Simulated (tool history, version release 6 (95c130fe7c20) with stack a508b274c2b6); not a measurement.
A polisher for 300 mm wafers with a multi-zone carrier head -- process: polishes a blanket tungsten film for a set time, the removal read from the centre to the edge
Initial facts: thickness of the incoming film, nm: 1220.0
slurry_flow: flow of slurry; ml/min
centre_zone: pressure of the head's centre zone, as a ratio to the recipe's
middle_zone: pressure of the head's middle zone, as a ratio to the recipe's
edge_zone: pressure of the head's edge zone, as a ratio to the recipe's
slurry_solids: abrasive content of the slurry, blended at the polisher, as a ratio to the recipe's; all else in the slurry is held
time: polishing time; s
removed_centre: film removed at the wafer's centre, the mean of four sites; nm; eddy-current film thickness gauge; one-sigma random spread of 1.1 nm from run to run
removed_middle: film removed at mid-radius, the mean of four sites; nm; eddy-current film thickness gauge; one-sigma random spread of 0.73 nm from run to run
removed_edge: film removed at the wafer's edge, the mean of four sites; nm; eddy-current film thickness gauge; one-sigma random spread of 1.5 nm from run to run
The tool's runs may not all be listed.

run,hour,slurry_flow,centre_zone,middle_zone,edge_zone,slurry_solids,time,removed_centre,removed_middle,removed_edge
1,0,320,1,1,1,1,44,169.06,172.05,175.94
2,4.4,320,1,1.07,1,1,44,166.26,178.69,176.66
3,11.8,315,1.01,1.03,1,0.95,42,158.4,165.27,164.44
4,14.2,315,1.06,1.03,1,0.95,42,167.32,164.22,161.58
5,17,315,1.06,1.03,1.08,0.95,42,167.72,163.62,168.46
6,18.1,315,1.06,1.09,1.08,0.95,42,163.41,170.62,168.47
7,25.3,310,1.06,1.05,1.08,0.9,40,155.82,156.14,159.13
8,32.1,305,1.06,1.02,1.08,0.85,38,144.69,145.62,152.8
9,40.4,305,1.06,1.02,1.08,0.85,38,143.94,144.58,151.03
10,42.6,305,1.06,1.02,1.08,0.85,38,147.78,142.98,149.72
11,47.7,300,1.06,1,1.07,0.8,37,140.43,134.88,142.52
12,53.8,300,1.06,1,1.07,0.8,37,139.3,135.71,145.85
13,56.2,300,1.07,0.98,1.05,0.75,36,135.97,128.63,136.08
14,59.4,270,1.02,0.88,1.03,0.5,32,104.49,94.307,109.79
15,60.1,275,1.03,0.88,1.03,0.5,32,106.85,93.798,108.51
16,62.3,280,1.03,0.88,1.03,0.5,32,108.06,92.59,108.88
17,67.9,285,1.03,0.88,1.03,0.5,32,107.08,94.411,112.02

What does the tool deliver on the next run?
18,74,285,1.04,0.88,1.03,0.5,32,?,?,?

removed_centre: 107.25 nm
removed_middle: 95.53 nm
removed_edge: 109.89 nm

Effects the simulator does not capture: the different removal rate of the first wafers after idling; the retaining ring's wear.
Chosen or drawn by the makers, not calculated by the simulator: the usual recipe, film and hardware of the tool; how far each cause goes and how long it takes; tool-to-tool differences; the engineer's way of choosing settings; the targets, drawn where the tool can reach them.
